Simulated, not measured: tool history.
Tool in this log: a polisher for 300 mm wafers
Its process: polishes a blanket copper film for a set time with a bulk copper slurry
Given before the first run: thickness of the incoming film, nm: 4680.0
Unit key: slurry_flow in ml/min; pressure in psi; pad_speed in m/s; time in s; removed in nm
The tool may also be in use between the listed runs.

run  hour  slurry_flow  pressure  pad_speed  slurry_solids  time  removed
  1     0          245       2.1       0.94              1    96   501.89
  2   2.3          250       2.3       0.94              1    96   553.79
  3  10.6          290       2.3       0.94              1    96   560.19
  4  14.4          290       2.3       0.84              1    96      518
  5  18.8          295       2.5       0.84              1    96   562.27
  6  21.7          300       2.7       0.84              1    96   601.77
  7  22.4          305       2.8       0.84              1    96   614.31

What will run 8 give?
  8    31          310       2.9       0.86              1    96        ?

Run 8 produced removed 659.2 nm.

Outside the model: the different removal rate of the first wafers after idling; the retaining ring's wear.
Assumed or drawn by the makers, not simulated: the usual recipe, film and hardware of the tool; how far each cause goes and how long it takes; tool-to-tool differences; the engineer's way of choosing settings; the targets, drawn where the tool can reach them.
